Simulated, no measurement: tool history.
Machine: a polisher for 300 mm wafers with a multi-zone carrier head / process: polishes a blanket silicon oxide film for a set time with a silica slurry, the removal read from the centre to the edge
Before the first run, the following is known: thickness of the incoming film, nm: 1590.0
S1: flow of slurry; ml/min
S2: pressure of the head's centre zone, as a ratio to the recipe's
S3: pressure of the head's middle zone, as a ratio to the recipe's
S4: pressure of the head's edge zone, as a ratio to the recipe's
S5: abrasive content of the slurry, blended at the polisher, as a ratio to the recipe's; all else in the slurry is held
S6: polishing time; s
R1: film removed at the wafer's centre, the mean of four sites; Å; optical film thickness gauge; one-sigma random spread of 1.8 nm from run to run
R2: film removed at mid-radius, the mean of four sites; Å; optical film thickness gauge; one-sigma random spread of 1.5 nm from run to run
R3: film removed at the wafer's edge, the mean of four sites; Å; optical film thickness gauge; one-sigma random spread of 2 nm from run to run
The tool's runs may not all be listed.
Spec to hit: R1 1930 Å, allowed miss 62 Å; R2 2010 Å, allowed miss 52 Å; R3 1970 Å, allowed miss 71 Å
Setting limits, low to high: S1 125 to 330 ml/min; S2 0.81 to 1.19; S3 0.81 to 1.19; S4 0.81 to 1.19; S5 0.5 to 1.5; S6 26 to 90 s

Run 1, hour 0: S1 210 ml/min, S2 1, S3 1, S4 1, S5 1, S6 58 s. Result: R1 1544.6 Å, R2 1424.1 Å, R3 1420.9 Å.
Run 2, hour 8.3: S1 210 ml/min, S2 1, S3 0.97, S4 1, S5 1, S6 58 s. Result: R1 1585 Å, R2 1387.3 Å, R3 1418 Å.
Run 3, hour 14: S1 260 ml/min, S2 1, S3 0.97, S4 1, S5 1, S6 58 s. Result: R1 1647.4 Å, R2 1419.2 Å, R3 1458.1 Å.
Run 4, hour 16.4: S1 260 ml/min, S2 1, S3 0.94, S4 1, S5 1, S6 58 s. Result: R1 1619 Å, R2 1392.9 Å, R3 1460.4 Å.
Run 5, hour 20.8: S1 260 ml/min, S2 1, S3 0.94, S4 1, S5 1, S6 51 s. Result: R1 1436.9 Å, R2 1220.4 Å, R3 1290.9 Å.
Run 6, hour 23.7: S1 260 ml/min, S2 1, S3 0.94, S4 1, S5 1, S6 39 s. Result: R1 1086.9 Å, R2 932.98 Å, R3 979.27 Å.
Run 7, hour 30.9: S1 270 ml/min, S2 0.94, S3 1.04, S4 1.1, S5 1.25, S6 55 s. Result: R1 1596.9 Å, R2 1581.9 Å, R3 1579.9 Å.
Run 8, hour 35: S1 270 ml/min, S2 0.94, S3 1.05, S4 1.12, S5 1.3, S6 56 s. Result: R1 1688.2 Å, R2 1622.7 Å, R3 1695 Å.
Run 9, hour 38.8: S1 275 ml/min, S2 0.94, S3 1.08, S4 1.13, S5 1.35, S6 56 s. Result: R1 1720.9 Å, R2 1701.2 Å, R3 1716.8 Å.
Run 10, hour 42.8: S1 275 ml/min, S2 0.94, S3 1.1, S4 1.14, S5 1.4, S6 57 s. Result: R1 1750.1 Å, R2 1807.2 Å, R3 1766.9 Å.

Pick the move, out of 5, that brings all results within their allowed miss; only one does.
Run A, hour 46.8: S1 330 ml/min, S2 0.95, S3 1.19, S4 1.12, S5 1.3, S6 60 s. Result: R1 ?, R2 ?, R3 ?.
Run B, hour 46.8: S1 320 ml/min, S2 0.83, S3 1.19, S4 1.19, S5 1.5, S6 56 s. Result: R1 ?, R2 ?, R3 ?.
Run C, hour 46.8: S1 235 ml/min, S2 0.97, S3 1.14, S4 1.08, S5 1.15, S6 68 s. Result: R1 ?, R2 ?, R3 ?.
Run D, hour 46.8: S1 290 ml/min, S2 1.06, S3 1.14, S4 1.09, S5 1.45, S6 60 s. Result: R1 ?, R2 ?, R3 ?.
Run E, hour 46.8: S1 285 ml/min, S2 0.88, S3 1.03, S4 1, S5 1.35, S6 68 s. Result: R1 ?, R2 ?, R3 ?.

move      R1      R2      R3
   A  1840.1  1997.8  1826.3
   B  1578.2    1963  1848.9
   C  1943.8  1999.8  1882.3
   D  2109.9  1980.2    1862
   E  1927.3  2002.2  1973.6
A: meets the target for the result that was furthest off, but another lies outside its allowed miss
B: meets the target for the result that was furthest off, but another lies outside its allowed miss
C: meets the target for the result that was furthest off, but another lies outside its allowed miss
D: meets the target for the result that was furthest off, but another lies outside its allowed miss
E: in spec on every target
Go with E: it meets all targets.
